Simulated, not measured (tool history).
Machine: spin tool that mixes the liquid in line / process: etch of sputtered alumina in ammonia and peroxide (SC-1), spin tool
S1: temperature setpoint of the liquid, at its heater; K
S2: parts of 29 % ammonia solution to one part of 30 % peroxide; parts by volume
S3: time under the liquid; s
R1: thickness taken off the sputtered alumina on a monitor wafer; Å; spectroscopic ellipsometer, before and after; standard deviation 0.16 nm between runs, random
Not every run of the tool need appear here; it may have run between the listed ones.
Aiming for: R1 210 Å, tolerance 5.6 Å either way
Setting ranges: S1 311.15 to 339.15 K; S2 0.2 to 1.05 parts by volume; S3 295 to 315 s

run,hour,S1,S2,S3,R1
1,0,323.15,0.55,295,143.15
2,4.2,320.15,0.55,295,122.04
3,8.8,314.65,0.55,295,88.353
4,16.8,311.15,0.55,295,72.334
5,24.4,314.65,0.55,295,89.575
6,27.2,314.65,0.55,315,93.865
7,33.8,317.15,0.55,315,109.38
8,34.7,319.65,0.55,315,126.51
9,41.8,321.65,0.55,315,140.36
10,47.1,323.15,0.55,315,154.14
11,50,324.15,0.55,315,159.45
12,55.9,325.15,0.55,315,173.69
13,64.2,325.65,0.55,315,173.99
14,66.6,326.15,0.55,315,177.98
15,72.3,326.65,0.55,315,186.77
16,76.1,327.15,0.55,315,191.44

Exercise: of the 4 proposed moves below, exactly one satisfies all targets within the stated allowed misses. Which move is it?
A,79.9,325.65,0.65,315,?
B,79.9,329.15,0.5,315,?
C,79.9,325.65,0.55,310,?
D,79.9,326.15,0.85,295,?

move,R1
A,178.68
B,210.11
C,173.08
D,176.34
A: misses by more than the last run did
B: all results in spec
C: misses by more than the last run did
D: misses by more than the last run did
Go with B: it meets all targets.
